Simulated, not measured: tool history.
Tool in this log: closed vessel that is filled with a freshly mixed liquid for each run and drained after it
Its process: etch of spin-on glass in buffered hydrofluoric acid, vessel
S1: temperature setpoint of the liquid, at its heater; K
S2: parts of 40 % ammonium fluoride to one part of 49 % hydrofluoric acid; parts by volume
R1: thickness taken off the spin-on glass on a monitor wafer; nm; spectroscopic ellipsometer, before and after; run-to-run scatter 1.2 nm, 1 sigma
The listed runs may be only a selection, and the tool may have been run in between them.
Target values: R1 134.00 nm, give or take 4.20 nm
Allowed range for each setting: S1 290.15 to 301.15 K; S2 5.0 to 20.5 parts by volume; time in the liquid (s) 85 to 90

{"run": 1, "hour": 0.0, "S1": 293.15, "S2": 12.5, "time in the liquid (s)": 85, "R1": 176.98}
{"run": 2, "hour": 6.3, "S1": 294.15, "S2": 12.5, "time in the liquid (s)": 85, "R1": 186.15}
{"run": 3, "hour": 15.1, "S1": 294.15, "S2": 9.5, "time in the liquid (s)": 85, "R1": 243.2}
{"run": 4, "hour": 18.2, "S1": 293.65, "S2": 10.0, "time in the liquid (s)": 85, "R1": 228.06}
{"run": 5, "hour": 22.5, "S1": 293.15, "S2": 10.5, "time in the liquid (s)": 85, "R1": 214.6}
{"run": 6, "hour": 25.6, "S1": 293.15, "S2": 10.5, "time in the liquid (s)": 85, "R1": 211.2}
{"run": 7, "hour": 28.5, "S1": 292.65, "S2": 11.0, "time in the liquid (s)": 85, "R1": 199.67}
{"run": 8, "hour": 34.4, "S1": 292.15, "S2": 11.5, "time in the liquid (s)": 85, "R1": 181.03}
{"run": 9, "hour": 41.2, "S1": 291.65, "S2": 12.0, "time in the liquid (s)": 85, "R1": 169.19}
{"run": 10, "hour": 47.7, "S1": 291.65, "S2": 12.5, "time in the liquid (s)": 85, "R1": 161.46}

Which of these 4 next moves meets every target?
{"run": "A", "hour": 54.2, "S1": 290.65, "S2": 13.0, "time in the liquid (s)": 85, "R1": "?"}
{"run": "B", "hour": 54.2, "S1": 290.15, "S2": 14.0, "time in the liquid (s)": 85, "R1": "?"}
{"run": "C", "hour": 54.2, "S1": 292.15, "S2": 11.0, "time in the liquid (s)": 90, "R1": "?"}
{"run": "D", "hour": 54.2, "S1": 291.15, "S2": 10.0, "time in the liquid (s)": 85, "R1": "?"}

move=A R1=148.85
move=B R1=134.51
move=C R1=202.06
move=D R1=197.89
A: nearer the targets than the last run, but a result is still out of spec
B: in spec on every target
C: lands further from the targets than the last run did
D: lands further from the targets than the last run did
The right move is B.
